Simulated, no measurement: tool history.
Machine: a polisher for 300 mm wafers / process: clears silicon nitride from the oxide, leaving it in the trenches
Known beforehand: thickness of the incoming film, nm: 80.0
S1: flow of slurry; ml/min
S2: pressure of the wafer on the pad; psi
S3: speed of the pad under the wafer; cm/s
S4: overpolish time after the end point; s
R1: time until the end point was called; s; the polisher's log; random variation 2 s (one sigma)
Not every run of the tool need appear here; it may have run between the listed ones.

run 1 hour=0.0 | S1=200 S2=2.4 S3=122 S4=4 | R1=69.077
run 2 hour=4.0 | S1=200 S2=2.4 S3=122 S4=4 | R1=70.367
run 3 hour=4.8 | S1=200 S2=2.4 S3=96 S4=4 | R1=88.381
run 4 hour=11.4 | S1=200 S2=2.4 S3=96 S4=4 | R1=89.215
run 5 hour=12.5 | S1=200 S2=2.4 S3=96 S4=4 | R1=87.035
run 6 hour=13.5 | S1=150 S2=2.4 S3=96 S4=4 | R1=91.065

What does the tool deliver on the next run?
run 7 hour=14.3 | S1=150 S2=2.2 S3=94 S4=4 | R1=?

R1: 97.966 s
